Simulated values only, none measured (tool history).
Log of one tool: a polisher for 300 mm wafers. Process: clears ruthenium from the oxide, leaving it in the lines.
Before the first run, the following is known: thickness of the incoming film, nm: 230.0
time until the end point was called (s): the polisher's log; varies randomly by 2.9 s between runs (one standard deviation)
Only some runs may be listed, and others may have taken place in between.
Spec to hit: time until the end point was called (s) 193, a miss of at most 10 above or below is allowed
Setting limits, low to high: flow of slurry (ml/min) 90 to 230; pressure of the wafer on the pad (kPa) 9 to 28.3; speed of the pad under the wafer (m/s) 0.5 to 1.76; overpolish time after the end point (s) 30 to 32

run,day,flow of slurry (ml/min),pressure of the wafer on the pad (kPa),speed of the pad under the wafer (m/s),overpolish time after the end point (s),time until the end point was called (s)
1,0,150,18.6,1.12,30,120.36
2,0.167,150,18.6,1.12,32,116.65
3,0.342,135,18.6,1.12,32,121.62
4,0.458,135,17.2,1.1,32,132.78
5,0.762,135,15.9,1.1,32,144.72
6,0.971,110,15.9,1.1,32,155.38
7,1.308,110,15.2,1.1,32,163.02
8,1.421,110,11.7,1.08,32,210.13
9,1.646,115,11.7,1.08,32,206.68

Consider the 5 candidate settings below. Which is the only one whose results all fall within their allowed miss of target?
A,1.871,100,11.7,1,30,?
B,1.871,115,11,1.1,32,?
C,1.871,140,11,1.14,30,?
D,1.871,130,11.7,0.9,32,?
E,1.871,120,10.3,1.14,32,?

move,time until the end point was called (s)
A,231.3
B,212.84
C,194.09
D,234.44
E,215.69
A: moves away from the targets compared with the last run
B: moves away from the targets compared with the last run
C: hits every target within its allowed miss
D: moves away from the targets compared with the last run
E: moves away from the targets compared with the last run
C meets every target.
